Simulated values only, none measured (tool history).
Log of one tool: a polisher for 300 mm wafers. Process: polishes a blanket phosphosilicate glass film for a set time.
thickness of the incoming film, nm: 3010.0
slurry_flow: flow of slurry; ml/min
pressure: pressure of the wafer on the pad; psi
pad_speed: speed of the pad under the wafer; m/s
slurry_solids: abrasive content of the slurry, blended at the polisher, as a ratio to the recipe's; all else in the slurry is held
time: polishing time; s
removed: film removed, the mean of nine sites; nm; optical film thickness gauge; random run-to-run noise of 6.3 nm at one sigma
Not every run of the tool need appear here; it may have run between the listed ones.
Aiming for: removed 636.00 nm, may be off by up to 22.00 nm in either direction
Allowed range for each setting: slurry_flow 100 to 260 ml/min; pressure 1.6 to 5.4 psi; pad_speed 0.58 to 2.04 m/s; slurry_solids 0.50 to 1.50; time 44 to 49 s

| run | hour | slurry_flow | pressure | pad_speed | slurry_solids | time | removed |
|---|---|---|---|---|---|---|---|
| 1 | 0.0 | 165 | 3.5 | 1.30 | 1.00 | 49 | 511.05 |
| 2 | 1.5 | 190 | 3.5 | 1.30 | 1.00 | 49 | 503.38 |
| 3 | 8.6 | 190 | 3.5 | 1.30 | 1.00 | 49 | 506.02 |
| 4 | 17.4 | 190 | 3.5 | 1.08 | 1.00 | 49 | 440.20 |
| 5 | 20.4 | 190 | 3.8 | 1.08 | 1.00 | 49 | 489.62 |
| 6 | 24.4 | 190 | 4.0 | 1.08 | 1.00 | 49 | 505.66 |
| 7 | 29.4 | 190 | 4.2 | 1.08 | 1.00 | 49 | 540.81 |
| 8 | 38.4 | 190 | 4.3 | 1.08 | 1.00 | 49 | 537.73 |
| 9 | 47.0 | 190 | 4.5 | 1.08 | 1.00 | 49 | 560.84 |
| 10 | 48.3 | 190 | 4.6 | 1.08 | 1.00 | 49 | 577.32 |
| 11 | 53.0 | 190 | 4.7 | 1.08 | 1.00 | 49 | 588.40 |

Which single option among these 5 for the next run brings every result within its allowed miss of target? Just one does.
| A | 57.7 | 165 | 4.7 | 1.12 | 1.00 | 46 | ? |
| B | 57.7 | 195 | 4.8 | 1.10 | 1.00 | 46 | ? |
| C | 57.7 | 255 | 5.1 | 1.18 | 0.95 | 46 | ? |
| D | 57.7 | 110 | 4.3 | 0.98 | 1.50 | 49 | ? |
| E | 57.7 | 180 | 5.0 | 0.82 | 1.40 | 44 | ? |

| move | removed |
|---|---|
| A | 550.55 |
| B | 565.27 |
| C | 630.39 |
| D | 559.62 |
| E | 530.03 |
A: lands further from the targets than the last run did
B: lands further from the targets than the last run did
C: meets every target
D: lands further from the targets than the last run did
E: lands further from the targets than the last run did
C meets every target.

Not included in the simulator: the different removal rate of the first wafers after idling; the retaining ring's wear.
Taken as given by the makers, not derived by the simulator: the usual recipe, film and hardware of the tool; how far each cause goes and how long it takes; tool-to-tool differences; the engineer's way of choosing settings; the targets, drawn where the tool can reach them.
